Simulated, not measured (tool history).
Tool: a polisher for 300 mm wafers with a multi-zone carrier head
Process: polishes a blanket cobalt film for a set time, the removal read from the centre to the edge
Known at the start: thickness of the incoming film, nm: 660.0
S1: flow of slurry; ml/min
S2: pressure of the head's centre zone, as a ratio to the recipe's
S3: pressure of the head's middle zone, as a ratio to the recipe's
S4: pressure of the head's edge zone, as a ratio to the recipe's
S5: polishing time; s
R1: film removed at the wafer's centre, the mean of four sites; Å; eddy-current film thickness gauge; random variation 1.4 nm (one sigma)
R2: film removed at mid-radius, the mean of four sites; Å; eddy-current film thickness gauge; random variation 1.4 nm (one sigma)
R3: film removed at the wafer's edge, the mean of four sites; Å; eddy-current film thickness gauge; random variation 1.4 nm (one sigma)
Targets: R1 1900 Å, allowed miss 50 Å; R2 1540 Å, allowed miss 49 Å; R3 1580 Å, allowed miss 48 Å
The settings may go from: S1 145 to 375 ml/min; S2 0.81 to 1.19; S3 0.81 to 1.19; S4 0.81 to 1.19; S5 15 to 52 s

{"run": 1, "hour": 0.0, "S1": 240, "S2": 1, "S3": 1, "S4": 1, "S5": 33, "R1": 1692.3, "R2": 1617.5, "R3": 1680.5}
{"run": 2, "hour": 1.5, "S1": 245, "S2": 1.02, "S3": 0.99, "S4": 0.98, "S5": 33, "R1": 1732.1, "R2": 1602.4, "R3": 1670.3}
{"run": 3, "hour": 7.8, "S1": 245, "S2": 1.02, "S3": 1.03, "S4": 0.98, "S5": 33, "R1": 1725.5, "R2": 1686.9, "R3": 1667.7}
{"run": 4, "hour": 10.3, "S1": 245, "S2": 1.02, "S3": 1.03, "S4": 0.98, "S5": 28, "R1": 1461.5, "R2": 1413, "R3": 1391.1}
{"run": 5, "hour": 13.8, "S1": 245, "S2": 1.02, "S3": 1.03, "S4": 0.98, "S5": 25, "R1": 1299.4, "R2": 1276.6, "R3": 1273.4}
{"run": 6, "hour": 18.6, "S1": 245, "S2": 1.02, "S3": 1.08, "S4": 0.98, "S5": 25, "R1": 1306, "R2": 1306.6, "R3": 1256.2}
{"run": 7, "hour": 26.6, "S1": 260, "S2": 1.05, "S3": 1.07, "S4": 1, "S5": 26, "R1": 1419.1, "R2": 1366.4, "R3": 1328.6}
{"run": 8, "hour": 34.0, "S1": 260, "S2": 1.05, "S3": 1.07, "S4": 1, "S5": 26, "R1": 1432.7, "R2": 1336.8, "R3": 1326}
{"run": 9, "hour": 42.2, "S1": 265, "S2": 1.07, "S3": 1.08, "S4": 1.01, "S5": 27, "R1": 1495.7, "R2": 1435.4, "R3": 1382}
{"run": 10, "hour": 47.6, "S1": 325, "S2": 1.17, "S3": 0.98, "S4": 1.03, "S5": 31, "R1": 1947.2, "R2": 1555.2, "R3": 1608.2}

5 next moves are on the table. One of them brings every result within its allowed miss. Which?
{"run": "A", "hour": 53.0, "S1": 375, "S2": 1.19, "S3": 1.03, "S4": 1.05, "S5": 31, "R1": "?", "R2": "?", "R3": "?"}
{"run": "B", "hour": 53.0, "S1": 325, "S2": 1.18, "S3": 1, "S4": 1, "S5": 30, "R1": "?", "R2": "?", "R3": "?"}
{"run": "C", "hour": 53.0, "S1": 375, "S2": 1.19, "S3": 0.98, "S4": 0.85, "S5": 31, "R1": "?", "R2": "?", "R3": "?"}
{"run": "D", "hour": 53.0, "S1": 365, "S2": 1.19, "S3": 0.95, "S4": 1, "S5": 31, "R1": "?", "R2": "?", "R3": "?"}
{"run": "E", "hour": 53.0, "S1": 345, "S2": 1.19, "S3": 0.92, "S4": 0.89, "S5": 32, "R1": "?", "R2": "?", "R3": "?"}

move=A R1=1997.3 R2=1607.2 R3=1664.8
move=B R1=1890.7 R2=1500.5 R3=1560.2
move=C R1=1996.6 R2=1544.2 R3=1513
move=D R1=1991.5 R2=1502.5 R3=1625.6
move=E R1=2044.7 R2=1504.9 R3=1586.3
A: further off than the last run
B: meets every target
C: further off than the last run
D: further off than the last run
E: further off than the last run
Move B is the one to make.
